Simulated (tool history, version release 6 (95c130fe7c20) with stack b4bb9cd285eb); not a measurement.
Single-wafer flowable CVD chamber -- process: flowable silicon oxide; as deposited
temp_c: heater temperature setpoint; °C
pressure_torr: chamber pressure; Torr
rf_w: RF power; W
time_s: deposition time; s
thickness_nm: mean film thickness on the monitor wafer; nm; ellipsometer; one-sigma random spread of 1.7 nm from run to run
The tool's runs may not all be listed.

run  hour  temp_c  pressure_torr  rf_w  time_s  thickness_nm
  1     0     105          0.839  1850     328        181.12
  2   7.8     102          0.839  1850     328        197.29
  3  16.2     102          0.985  1850     328        231.17
  4  20.1     101          0.985  1850     328        237.57
  5  22.4     100          0.985  1850     328        245.34
  6  23.4     100          0.985  2050     328        251.32
  7  27.9      99          0.985  2050     328        260.11

What does the tool deliver on the next run?
  8  32.6      98          0.985  2050     328             ?

{"run 8": {"thickness_nm": 270.53}}

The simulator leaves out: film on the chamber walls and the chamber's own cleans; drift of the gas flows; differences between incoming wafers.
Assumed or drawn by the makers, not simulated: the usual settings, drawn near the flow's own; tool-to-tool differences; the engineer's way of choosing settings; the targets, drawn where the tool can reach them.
